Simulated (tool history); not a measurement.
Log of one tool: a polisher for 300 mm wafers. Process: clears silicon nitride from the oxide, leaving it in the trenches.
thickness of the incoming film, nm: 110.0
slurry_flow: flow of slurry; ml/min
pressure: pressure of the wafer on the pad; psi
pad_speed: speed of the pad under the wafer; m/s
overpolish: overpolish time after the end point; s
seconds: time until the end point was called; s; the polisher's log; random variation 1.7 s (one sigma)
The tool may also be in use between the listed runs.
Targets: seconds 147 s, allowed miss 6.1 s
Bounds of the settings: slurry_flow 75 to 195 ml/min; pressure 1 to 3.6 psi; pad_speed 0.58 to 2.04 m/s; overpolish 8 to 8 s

run,hour,slurry_flow,pressure,pad_speed,overpolish,seconds
1,0,125,2.3,1.3,8,101.52
2,8.6,125,2.9,1.3,8,81.267
3,10.9,125,2.9,1,8,106.7
4,19.5,105,2.9,1,8,110.62
5,26.6,105,2.9,1,8,110.15
6,35.3,105,2.9,1,8,110.42
# hour 38.7: worn pad replaced by a new one
7,38.7,105,2.8,1,8,106.31
8,46.6,105,2.6,0.98,8,113.54
9,47.7,105,2.4,0.96,8,125.23
10,53.4,95,2,0.94,8,156.41

Which of these 5 next moves meets every target?
A,59.1,130,1.3,1.1,8,?
B,59.1,105,1.6,1.18,8,?
C,59.1,100,1.8,0.94,8,?
D,59.1,85,2.1,0.84,8,?
E,59.1,105,2,1.08,8,?

move,seconds
A,173.98
B,144.36
C,164.94
D,169.28
E,130.09
A: further off than the last run
B: meets every target
C: further off than the last run
D: further off than the last run
E: takes the result that was furthest off past its target
Answer: B
